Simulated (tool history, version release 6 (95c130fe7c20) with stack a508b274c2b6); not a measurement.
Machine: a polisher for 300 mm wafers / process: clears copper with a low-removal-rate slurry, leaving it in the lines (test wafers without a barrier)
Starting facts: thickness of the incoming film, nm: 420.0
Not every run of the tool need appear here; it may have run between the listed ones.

run	day	flow of slurry (ml/min)	pressure of the wafer on the pad (psi)	speed of the pad under the wafer (m/s)	abrasive content of the slurry	overpolish time after the end point (s)	time until the end point was called (s)	dishing of a wide line in a test structure (angstrom)
1	0.000	315	3.1	1.42	1.0	16	76.309	555.13
2	0.083	315	3.1	1.42	0.9	16	76.404	539.08
3	0.454	315	3.5	1.42	0.9	16	68.580	592.52
4	0.579	350	3.5	1.42	0.9	16	68.302	596.64
5	0.621	350	3.2	1.36	0.9	16	79.028	554.69
6	0.983	340	3.0	1.32	0.9	15	84.748	476.25
7	1.150	340	2.8	1.30	0.9	15	91.350	442.22
8	1.458	340	2.6	1.28	0.9	15	99.979	414.66
9	1.646	340	2.4	1.28	0.9	15	107.930	384.91
10	1.804	340	2.3	1.28	0.9	15	109.100	382.48
11	1.912	340	2.2	1.28	0.9	15	113.890	363.60

For run 12, what comes out?
12	2.054	340	2.1	1.28	0.9	15	?	?

time until the end point was called (s): 123.670
dishing of a wide line in a test structure (angstrom): 349.55
